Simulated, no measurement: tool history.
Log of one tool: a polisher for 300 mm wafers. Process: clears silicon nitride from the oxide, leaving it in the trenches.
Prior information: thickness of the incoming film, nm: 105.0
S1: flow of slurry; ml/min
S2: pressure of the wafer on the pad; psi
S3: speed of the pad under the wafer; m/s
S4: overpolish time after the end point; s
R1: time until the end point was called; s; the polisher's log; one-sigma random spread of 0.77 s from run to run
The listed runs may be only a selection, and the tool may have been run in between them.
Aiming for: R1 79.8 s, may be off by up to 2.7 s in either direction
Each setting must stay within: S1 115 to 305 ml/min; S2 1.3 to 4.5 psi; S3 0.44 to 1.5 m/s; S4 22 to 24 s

| run | hour | S1 | S2 | S3 | S4 | R1 |
|---|---|---|---|---|---|---|
| 1 | 0 | 195 | 2.9 | 0.96 | 22 | 128.42 |
| 2 | 1.9 | 195 | 2.9 | 0.96 | 24 | 124.92 |
| 3 | 6 | 215 | 2.9 | 0.96 | 24 | 122.96 |
| 4 | 10.2 | 215 | 3.2 | 0.96 | 24 | 116.02 |
| 5 | 12.2 | 215 | 3.2 | 0.96 | 24 | 116.47 |
| 6 | 15.5 | 215 | 3.2 | 0.96 | 22 | 117.87 |
| 7 | 23.9 | 215 | 3.5 | 0.98 | 22 | 106.01 |
| 8 | 27.2 | 215 | 3.7 | 0.98 | 22 | 101.05 |
| 9 | 30.6 | 215 | 3.9 | 0.98 | 22 | 97.31 |
| 10 | 34.3 | 215 | 4 | 1 | 22 | 94.207 |
| 11 | 41.9 | 220 | 4.1 | 1 | 22 | 91.591 |
| 12 | 45 | 220 | 4.2 | 1.02 | 22 | 87.07 |
| 13 | 53.2 | 220 | 4.3 | 1.02 | 22 | 84.925 |
| 14 | 61.9 | 225 | 4.4 | 1.02 | 22 | 85.607 |

4 next moves are on the table. One of them brings every result within its allowed miss. Which?
| A | 70.6 | 255 | 4.4 | 0.98 | 22 | ? |
| B | 70.6 | 190 | 4.2 | 1.08 | 24 | ? |
| C | 70.6 | 240 | 4.5 | 1.04 | 22 | ? |
| D | 70.6 | 285 | 3.7 | 1.12 | 24 | ? |

| move | R1 |
|---|---|
| A | 84.253 |
| B | 83.335 |
| C | 78.895 |
| D | 85.117 |
A: moves toward the targets from the last run without getting all of them in spec
B: moves toward the targets from the last run without getting all of them in spec
C: hits every target within its allowed miss
D: moves toward the targets from the last run without getting all of them in spec
The move that meets every target is C.
